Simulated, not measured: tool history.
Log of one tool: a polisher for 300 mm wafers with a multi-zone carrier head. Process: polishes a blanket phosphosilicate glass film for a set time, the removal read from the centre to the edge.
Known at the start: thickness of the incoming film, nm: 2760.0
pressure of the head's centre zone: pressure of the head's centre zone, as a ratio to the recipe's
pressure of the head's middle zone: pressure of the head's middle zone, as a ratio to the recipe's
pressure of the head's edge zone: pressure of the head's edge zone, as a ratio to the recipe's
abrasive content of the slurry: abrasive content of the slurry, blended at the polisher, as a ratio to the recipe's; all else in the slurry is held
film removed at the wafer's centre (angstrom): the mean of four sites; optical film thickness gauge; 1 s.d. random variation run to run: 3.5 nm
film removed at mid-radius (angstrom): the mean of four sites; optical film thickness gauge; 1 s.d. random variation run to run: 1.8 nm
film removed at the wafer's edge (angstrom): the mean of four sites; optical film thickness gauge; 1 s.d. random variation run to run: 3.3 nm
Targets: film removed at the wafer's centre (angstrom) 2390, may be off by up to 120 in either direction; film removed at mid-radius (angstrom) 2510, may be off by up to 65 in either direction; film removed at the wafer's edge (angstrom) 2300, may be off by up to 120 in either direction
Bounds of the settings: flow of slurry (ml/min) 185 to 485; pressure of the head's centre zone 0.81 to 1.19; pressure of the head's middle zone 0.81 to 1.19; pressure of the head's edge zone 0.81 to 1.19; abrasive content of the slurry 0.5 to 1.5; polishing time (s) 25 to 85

run  hour  flow of slurry (ml/min)  pressure of the head's centre zone  pressure of the head's middle zone  pressure of the head's edge zone  abrasive content of the slurry  polishing time (s)  film removed at the wafer's centre (angstrom)  film removed at mid-radius (angstrom)  film removed at the wafer's edge (angstrom)
  1     0                      310                                   1                                   1                                 1                               1                  55                                         4702.3                                 4607.5                                       4667.1
  2   6.5                      310                                0.94                                   1                                 1                               1                  55                                         4584.6                                 4627.5                                         4791
  3  11.1                      305                                0.95                                1.02                              0.96                            0.85                  48                                         3688.5                                   3817                                       3824.9
  4  15.3                      305                                0.95                                0.94                              0.96                            0.85                  48                                         3721.7                                 3606.8                                         3829
  5  19.7                      305                                0.95                                 0.9                              0.96                            0.85                  48                                         3629.4                                 3438.1                                       3735.3
  6  26.4                      305                                0.92                                 0.9                              0.96                            0.85                  48                                         3656.7                                 3494.9                                       3790.7
  7    30                      315                                0.94                                0.95                              0.91                            0.75                  43                                         3169.8                                 3127.3                                       3083.8
  8  38.1                      320                                0.92                                0.95                              0.89                            0.65                  41                                         2805.4                                 2779.1                                       2812.7
  9  46.4                      325                                0.92                                0.98                              0.87                             0.6                  40                                         2648.9                                 2705.9                                       2705.7
 10  55.3                      325                                0.93                                1.01                              0.85                            0.55                  39                                         2522.7                                 2615.8                                       2499.4
 11  64.1                      320                                0.93                                1.02                              0.84                            0.55                  39                                         2530.3                                 2644.2                                       2485.5
 12  68.3                      315                                0.93                                1.02                              0.83                            0.55                  39                                         2533.2                                 2648.2                                       2386.7
 13  75.8                      310                                0.92                                1.01                              0.82                            0.55                  39                                         2467.3                                 2632.7                                       2395.2
 14  84.1                      300                                0.92                                   1                              0.82                            0.55                  39                                           2537                                 2581.7                                         2354

Exercise: of the 5 proposed moves below, exactly one satisfies all targets within the stated allowed misses. Which move is it?
  A  92.4                      325                                0.87                                1.03                              0.81                            0.55                  40                                              ?                                      ?                                            ?
  B  92.4                      360                                0.84                                1.05                              0.93                             0.5                  35                                              ?                                      ?                                            ?
  C  92.4                      305                                0.89                                1.06                              0.81                             0.6                  33                                              ?                                      ?                                            ?
  D  92.4                      245                                0.93                                1.03                              0.85                             0.5                  39                                              ?                                      ?                                            ?
  E  92.4                      460                                0.86                                1.01                               0.9                            0.55                  34                                              ?                                      ?                                            ?

move  film removed at the wafer's centre (angstrom)  film removed at mid-radius (angstrom)  film removed at the wafer's edge (angstrom)
   A                                         2511.2                                   2738                                       2526.7
   B                                         2081.1                                 2362.5                                       2280.6
   C                                         2167.8                                 2377.7                                       2146.8
   D                                         2414.7                                 2509.4                                       2380.1
   E                                         2172.8                                 2347.5                                       2294.3
A: further off than the last run
B: takes the result that was furthest off past its target
C: takes the result that was furthest off past its target
D: meets every target
E: takes the result that was furthest off past its target
Correct choice: D, which meets every target

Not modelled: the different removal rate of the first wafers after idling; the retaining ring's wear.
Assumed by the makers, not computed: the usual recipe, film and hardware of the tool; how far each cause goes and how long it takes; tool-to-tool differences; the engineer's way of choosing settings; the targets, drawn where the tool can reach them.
